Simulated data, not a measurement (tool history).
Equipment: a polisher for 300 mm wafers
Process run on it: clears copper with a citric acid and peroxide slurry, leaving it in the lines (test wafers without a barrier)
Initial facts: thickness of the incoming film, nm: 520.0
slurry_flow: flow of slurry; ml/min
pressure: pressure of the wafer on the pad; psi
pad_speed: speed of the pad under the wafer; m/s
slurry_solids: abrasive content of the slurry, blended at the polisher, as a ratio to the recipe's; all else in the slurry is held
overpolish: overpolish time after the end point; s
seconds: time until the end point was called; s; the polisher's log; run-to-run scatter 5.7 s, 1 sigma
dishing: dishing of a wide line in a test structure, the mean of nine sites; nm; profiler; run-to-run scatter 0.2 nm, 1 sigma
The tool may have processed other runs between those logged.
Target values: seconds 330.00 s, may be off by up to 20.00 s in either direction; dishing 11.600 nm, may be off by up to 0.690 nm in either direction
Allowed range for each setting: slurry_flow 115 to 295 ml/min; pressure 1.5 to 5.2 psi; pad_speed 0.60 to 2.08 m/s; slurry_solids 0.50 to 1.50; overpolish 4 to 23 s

run	hour	slurry_flow	pressure	pad_speed	slurry_solids	overpolish	seconds	dishing
1	0.0	190	3.3	1.34	1.00	12	196.07	21.685
2	2.0	210	3.3	1.34	1.00	12	195.32	23.104
3	4.7	200	2.8	1.32	1.00	12	238.63	18.978
4	9.2	200	2.1	1.32	1.00	12	306.96	14.074
5	14.6	195	2.0	1.32	1.00	12	318.29	13.813
6	15.2	215	2.0	1.32	1.00	12	325.39	14.126
7	22.0	205	2.0	1.32	1.00	12	326.14	14.038
8	24.7	200	2.0	1.32	1.00	11	329.69	12.889
9	26.4	200	2.0	1.32	1.00	11	327.20	13.022
10	34.7	195	2.0	1.32	1.00	11	328.85	12.860

Of the 5 settings listed for the next run, only one would bring every result within its allowed miss of target. Which one?
A	43.0	165	1.8	1.48	0.95	10	?	?
B	43.0	180	1.9	1.22	1.00	11	?	?
C	43.0	170	2.2	1.20	0.90	12	?	?
D	43.0	190	1.8	1.32	1.40	12	?	?
E	43.0	185	1.7	1.78	0.60	12	?	?

move	seconds	dishing
A	329.84	11.725
B	371.01	11.500
C	335.54	13.745
D	339.02	13.544
E	310.81	14.639
A: meets every target
B: brings the last run's worst result on target, with another outside its allowed miss
C: moves away from the targets compared with the last run
D: moves away from the targets compared with the last run
E: moves away from the targets compared with the last run
Move A is the one to make.
